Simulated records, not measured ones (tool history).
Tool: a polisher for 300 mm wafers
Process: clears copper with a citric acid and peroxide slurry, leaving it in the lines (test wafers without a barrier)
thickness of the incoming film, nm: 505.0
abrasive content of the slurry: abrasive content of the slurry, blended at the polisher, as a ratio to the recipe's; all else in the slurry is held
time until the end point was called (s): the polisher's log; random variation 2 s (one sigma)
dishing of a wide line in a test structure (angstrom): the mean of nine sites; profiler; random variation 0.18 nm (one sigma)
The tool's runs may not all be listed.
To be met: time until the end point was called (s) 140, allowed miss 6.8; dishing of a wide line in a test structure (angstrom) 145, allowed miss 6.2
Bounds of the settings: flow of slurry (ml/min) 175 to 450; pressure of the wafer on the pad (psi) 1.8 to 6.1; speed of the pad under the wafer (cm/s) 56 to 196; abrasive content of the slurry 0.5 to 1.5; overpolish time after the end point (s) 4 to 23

run,day,flow of slurry (ml/min),pressure of the wafer on the pad (psi),speed of the pad under the wafer (cm/s),abrasive content of the slurry,overpolish time after the end point (s),time until the end point was called (s),dishing of a wide line in a test structure (angstrom)
1,0,290,3.9,126,1,12,195.13,126.44
2,0.329,290,3.9,126,1,8,197.15,101.2
3,0.546,290,4.3,126,1,9,182.28,114.64
4,0.821,290,4.3,110,1,9,208.25,109.92
5,0.942,290,4.3,110,1,7,208.18,94.785
6,1.133,290,4.7,112,1,8,188.67,110.99
7,1.288,290,5.1,112,1,8,174.22,111.65
8,1.617,290,5.1,112,1,8,175.69,111.47
9,1.754,290,5.3,114,1,9,166.57,122.82
10,1.996,290,5.5,116,1,9,156.31,123.69
11,2.292,290,5.7,116,1,10,153.48,131.13
12,2.608,290,5.8,116,1,10,150.71,129.81

Which of these 5 next moves meets every target?
A,2.925,300,5.6,158,0.5,7,?,?
B,2.925,355,5.8,120,1.1,13,?,?
C,2.925,260,6,94,1.05,22,?,?
D,2.925,315,5.7,110,1,13,?,?
E,2.925,355,4.1,148,0.9,20,?,?

move,time until the end point was called (s),dishing of a wide line in a test structure (angstrom)
A,137.81,117.71
B,138.55,144.22
C,171.01,151.61
D,156.57,140.28
E,168.33,148.91
A: further off than the last run
B: meets every target
C: takes the result that was furthest off past its target
D: brings the result that was furthest off to its target, and leaves another outside
E: brings the result that was furthest off to its target, and leaves another outside
Answer: B
